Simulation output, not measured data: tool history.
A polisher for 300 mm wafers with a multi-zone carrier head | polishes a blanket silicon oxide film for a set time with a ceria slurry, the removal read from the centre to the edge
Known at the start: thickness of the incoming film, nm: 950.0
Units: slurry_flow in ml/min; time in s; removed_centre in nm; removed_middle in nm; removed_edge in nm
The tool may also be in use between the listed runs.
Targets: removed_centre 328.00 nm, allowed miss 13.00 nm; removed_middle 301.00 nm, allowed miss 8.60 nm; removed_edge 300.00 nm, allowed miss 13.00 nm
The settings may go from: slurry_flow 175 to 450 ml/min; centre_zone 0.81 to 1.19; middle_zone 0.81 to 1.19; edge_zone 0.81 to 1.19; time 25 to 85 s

run,hour,slurry_flow,centre_zone,middle_zone,edge_zone,time,removed_centre,removed_middle,removed_edge
1,0.0,290,1.00,1.00,1.00,55,225.64,227.50,227.17
2,2.3,290,1.03,1.00,1.00,55,230.41,228.14,220.04
3,3.1,300,1.05,0.99,1.04,60,258.66,247.04,255.54
4,8.5,300,1.05,0.94,1.04,60,256.27,236.02,250.90
5,11.1,315,1.09,0.99,1.07,62,281.34,260.80,267.68
6,15.1,325,1.12,1.02,1.10,63,293.81,272.96,272.47
# hour 20.7: slurry nozzle cleaned
7,20.7,330,1.13,1.03,1.12,64,303.46,289.45,285.29
8,26.8,340,1.15,1.03,1.14,64,313.70,282.34,291.71
9,33.9,345,1.16,1.05,1.15,64,320.61,291.43,289.01
10,37.2,350,1.16,1.05,1.16,64,317.30,293.58,289.65
11,41.0,350,1.16,1.05,1.17,64,323.10,288.65,295.90

Which of these 5 next moves meets every target?
A,44.8,245,1.19,1.02,1.13,66,?,?,?
B,44.8,245,1.19,1.04,1.13,65,?,?,?
C,44.8,450,1.16,0.93,1.17,65,?,?,?
D,44.8,415,1.16,1.07,1.15,64,?,?,?
E,44.8,350,1.08,1.11,1.17,68,?,?,?

move,removed_centre,removed_middle,removed_edge
A,326.08,280.90,284.63
B,321.18,281.24,280.24
C,333.84,271.63,299.06
D,326.98,299.34,289.99
E,318.51,323.79,307.38
A: further off than the last run
B: further off than the last run
C: further off than the last run
D: meets every target
E: takes the result that was furthest off past its target
Move D is the one to make.
